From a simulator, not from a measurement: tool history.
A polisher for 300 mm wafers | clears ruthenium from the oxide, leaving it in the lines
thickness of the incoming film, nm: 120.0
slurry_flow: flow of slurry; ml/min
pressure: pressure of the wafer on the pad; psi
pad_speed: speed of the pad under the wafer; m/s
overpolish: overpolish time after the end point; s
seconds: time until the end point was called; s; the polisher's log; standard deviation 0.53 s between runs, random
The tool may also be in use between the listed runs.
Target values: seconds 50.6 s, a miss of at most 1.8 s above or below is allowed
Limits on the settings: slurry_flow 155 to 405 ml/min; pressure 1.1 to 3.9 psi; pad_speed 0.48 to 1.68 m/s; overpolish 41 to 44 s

{"run": 1, "day": 0.0, "slurry_flow": 260, "pressure": 2.5, "pad_speed": 1.08, "overpolish": 41, "seconds": 65.115}
{"run": 2, "day": 0.229, "slurry_flow": 260, "pressure": 2.5, "pad_speed": 0.96, "overpolish": 41, "seconds": 73.239}
{"run": 3, "day": 0.458, "slurry_flow": 305, "pressure": 2.5, "pad_speed": 0.96, "overpolish": 41, "seconds": 71.715}
{"run": 4, "day": 0.65, "slurry_flow": 305, "pressure": 2.8, "pad_speed": 0.96, "overpolish": 41, "seconds": 64.969}
{"run": 5, "day": 0.938, "slurry_flow": 305, "pressure": 2.8, "pad_speed": 0.84, "overpolish": 41, "seconds": 73.277}
{"run": 6, "day": 1.258, "slurry_flow": 355, "pressure": 2.8, "pad_speed": 0.84, "overpolish": 41, "seconds": 72.726}
{"run": 7, "day": 1.292, "slurry_flow": 355, "pressure": 3.5, "pad_speed": 0.86, "overpolish": 41, "seconds": 56.453}
{"run": 8, "day": 1.412, "slurry_flow": 355, "pressure": 3.6, "pad_speed": 0.86, "overpolish": 41, "seconds": 55.865}
{"run": 9, "day": 1.488, "slurry_flow": 355, "pressure": 3.7, "pad_speed": 0.86, "overpolish": 41, "seconds": 54.137}
{"run": 10, "day": 1.775, "slurry_flow": 355, "pressure": 3.8, "pad_speed": 0.86, "overpolish": 41, "seconds": 51.636}

Exactly one of the 4 candidate moves below puts every result within its allowed miss. Which one?
{"run": "A", "day": 2.062, "slurry_flow": 405, "pressure": 3.9, "pad_speed": 0.86, "overpolish": 41, "seconds": "?"}
{"run": "B", "day": 2.062, "slurry_flow": 365, "pressure": 3.8, "pad_speed": 0.84, "overpolish": 41, "seconds": "?"}
{"run": "C", "day": 2.062, "slurry_flow": 380, "pressure": 3.8, "pad_speed": 0.82, "overpolish": 41, "seconds": "?"}
{"run": "D", "day": 2.062, "slurry_flow": 275, "pressure": 3.8, "pad_speed": 0.86, "overpolish": 44, "seconds": "?"}

move=A seconds=51.979
move=B seconds=54.938
move=C seconds=56.063
move=D seconds=54.99
A: in spec on every target
B: misses by more than the last run did
C: misses by more than the last run did
D: misses by more than the last run did
Move A is the one to make.
